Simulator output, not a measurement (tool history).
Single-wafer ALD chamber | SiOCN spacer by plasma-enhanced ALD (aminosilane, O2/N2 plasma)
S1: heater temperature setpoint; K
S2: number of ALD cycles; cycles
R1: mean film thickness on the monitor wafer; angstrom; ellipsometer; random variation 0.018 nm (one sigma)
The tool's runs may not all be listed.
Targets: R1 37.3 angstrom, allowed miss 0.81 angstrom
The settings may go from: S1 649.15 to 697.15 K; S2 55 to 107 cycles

run  hour      S1  S2      R1
  1     0  673.15  81  51.595
  2   3.5  678.15  74  46.853
  3   8.1  686.15  74  45.579
  4    15  677.15  74  46.913
  5  20.6  686.15  74  45.456
  6  21.4  688.15  70  43.228
     25.3  -- thermocouple changed; heater temperature recalibrated
  7  25.3  689.15  67  40.832
  8  28.8  690.15  65  39.141
  9  32.5  691.15  64    38.5

4 next moves are on the table. One of them brings every result within its allowed miss. Which?
  A  36.2  696.15  60   ?
  B  36.2  691.15  59   ?
  C  36.2  669.15  59   ?
  D  36.2  697.15  61   ?

move      R1
   A  35.706
   B  35.604
   C   37.38
   D  36.199
A: takes the result that was furthest off past its target
B: takes the result that was furthest off past its target
C: meets every target
D: takes the result that was furthest off past its target
Answer: C
